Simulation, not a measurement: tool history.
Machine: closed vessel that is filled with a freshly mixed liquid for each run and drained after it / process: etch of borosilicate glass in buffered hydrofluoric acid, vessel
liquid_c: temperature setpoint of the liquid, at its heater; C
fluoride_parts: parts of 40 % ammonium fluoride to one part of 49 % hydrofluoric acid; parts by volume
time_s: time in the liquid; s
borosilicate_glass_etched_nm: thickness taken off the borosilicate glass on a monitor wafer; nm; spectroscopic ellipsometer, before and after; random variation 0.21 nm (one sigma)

run	hour	liquid_c	fluoride_parts	time_s	borosilicate_glass_etched_nm
1	0	24	10	30	38.422
2	5.1	24	10	30	38.487
3	9.7	24	8.5	30	44.105
4	10.8	23	8.5	30	41.989
5	16.7	23	8.5	30	42.396
6	20.5	26.5	8.5	30	50.281
7	28.7	25	8.5	30	47.088
8	31.6	21	10.5	30	31.392
9	40.4	20.5	10.5	30	30.791

Run 10 has not been measured yet. What should we expect?
10	48.8	20	10.5	30	?

Run 10 measured borosilicate_glass_etched_nm 29.767 nm.

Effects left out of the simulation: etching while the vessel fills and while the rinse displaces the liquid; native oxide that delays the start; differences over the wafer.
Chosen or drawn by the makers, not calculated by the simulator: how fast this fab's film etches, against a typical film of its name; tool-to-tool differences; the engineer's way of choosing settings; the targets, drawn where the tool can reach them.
